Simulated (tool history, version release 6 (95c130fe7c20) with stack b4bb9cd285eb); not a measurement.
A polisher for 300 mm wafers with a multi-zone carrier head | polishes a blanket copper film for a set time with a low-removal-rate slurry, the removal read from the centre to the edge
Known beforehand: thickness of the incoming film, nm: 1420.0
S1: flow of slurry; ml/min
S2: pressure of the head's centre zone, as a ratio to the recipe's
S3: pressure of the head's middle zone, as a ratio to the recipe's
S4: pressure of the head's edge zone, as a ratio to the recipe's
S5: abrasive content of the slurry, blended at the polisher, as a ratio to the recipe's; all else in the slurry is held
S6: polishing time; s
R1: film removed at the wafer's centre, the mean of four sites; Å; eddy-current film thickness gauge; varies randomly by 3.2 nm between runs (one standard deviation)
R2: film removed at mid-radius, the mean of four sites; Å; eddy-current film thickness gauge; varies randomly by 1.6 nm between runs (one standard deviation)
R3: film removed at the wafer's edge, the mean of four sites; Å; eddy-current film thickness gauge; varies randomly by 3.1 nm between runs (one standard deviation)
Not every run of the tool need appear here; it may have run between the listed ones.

run  hour   S1    S2    S3    S4    S5  S6      R1      R2      R3
  1     0  165     1     1     1     1  72  2597.7  2643.8  2699.5
  2     7  165     1     1     1     1  62  2259.5  2242.5  2303.4
  3  10.4  155     1  0.96  0.99  0.95  62  2230.7  2131.9  2323.2
  4  15.1  150  1.01  0.94  0.97   0.9  61  2184.8    2058  2202.7
  5  20.2  150  1.01  0.94  0.97     1  61  2133.2  2061.1  2242.3
  6  23.6  145  1.03  0.92  0.97  0.95  61  2235.1  2026.2  2197.2
  7  25.1  140  1.03   0.9  0.97  0.95  61  2159.2  1967.5  2161.9

Predict the results of run 8:
  8  32.8  135  1.03  0.88  0.98  0.95  61   ?   ?   ?

{"run 8": {"R1": 2166.1, "R2": 1906.1, "R3": 2158}}
